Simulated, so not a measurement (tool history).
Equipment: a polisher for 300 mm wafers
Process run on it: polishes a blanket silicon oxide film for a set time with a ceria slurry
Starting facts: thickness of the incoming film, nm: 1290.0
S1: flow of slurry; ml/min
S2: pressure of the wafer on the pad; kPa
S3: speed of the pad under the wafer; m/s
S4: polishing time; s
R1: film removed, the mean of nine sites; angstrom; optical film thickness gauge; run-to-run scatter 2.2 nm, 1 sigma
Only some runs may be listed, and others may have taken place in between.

Run 1, hour 0: S1 245 ml/min, S2 18.6 kPa, S3 1.32 m/s, S4 86 s. Result: R1 3755.4 angstrom.
Run 2, hour 2.3: S1 245 ml/min, S2 15.2 kPa, S3 1.26 m/s, S4 86 s. Result: R1 2923.7 angstrom.
Run 3, hour 4.8: S1 245 ml/min, S2 15.2 kPa, S3 1.26 m/s, S4 90 s. Result: R1 3038.6 angstrom.
Run 4, hour 12.5: S1 245 ml/min, S2 11 kPa, S3 1.26 m/s, S4 90 s. Result: R1 2424.7 angstrom.
Run 5, hour 14.1: S1 245 ml/min, S2 13.8 kPa, S3 1.26 m/s, S4 90 s. Result: R1 2910.7 angstrom.
Run 6, hour 18.6: S1 245 ml/min, S2 12.4 kPa, S3 1.2 m/s, S4 90 s. Result: R1 2613.7 angstrom.
Run 7, hour 27.5: S1 245 ml/min, S2 11 kPa, S3 1.14 m/s, S4 90 s. Result: R1 2220.3 angstrom.

The next listed run, before its measurement:
Run 8, hour 36: S1 245 ml/min, S2 10.3 kPa, S3 1.14 m/s, S4 90 s. Result: R1 ?.

{"run 8": {"R1": 2176.7}}
